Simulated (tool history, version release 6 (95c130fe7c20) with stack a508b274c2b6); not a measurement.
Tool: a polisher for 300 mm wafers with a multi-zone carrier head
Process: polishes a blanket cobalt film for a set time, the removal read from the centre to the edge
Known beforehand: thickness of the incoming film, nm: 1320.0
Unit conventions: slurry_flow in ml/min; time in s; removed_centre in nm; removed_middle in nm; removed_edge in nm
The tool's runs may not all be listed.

| run | hour | slurry_flow | centre_zone | middle_zone | edge_zone | time | removed_centre | removed_middle | removed_edge |
|---|---|---|---|---|---|---|---|---|---|
| 1 | 0.0 | 120 | 1.00 | 1.00 | 1.00 | 66 | 498.02 | 497.63 | 485.44 |
| 2 | 8.3 | 120 | 0.95 | 1.00 | 1.00 | 66 | 468.27 | 504.73 | 492.08 |
| 3 | 11.7 | 120 | 0.99 | 1.00 | 1.00 | 66 | 483.76 | 508.95 | 490.59 |
| 4 | 16.9 | 115 | 1.01 | 0.97 | 0.98 | 66 | 492.93 | 488.42 | 486.42 |
| 5 | 19.4 | 100 | 1.01 | 0.97 | 0.98 | 66 | 478.20 | 481.82 | 479.04 |
| 6 | 23.8 | 100 | 1.02 | 0.95 | 0.96 | 65 | 475.23 | 461.74 | 468.44 |
| 7 | 28.7 | 95 | 1.03 | 0.94 | 0.94 | 64 | 471.44 | 446.94 | 458.18 |

What will run 8 give?
| 8 | 37.3 | 95 | 1.04 | 0.93 | 0.92 | 63 | ? | ? | ? |

removed_centre: 467.31 nm
removed_middle: 435.64 nm
removed_edge: 442.07 nm
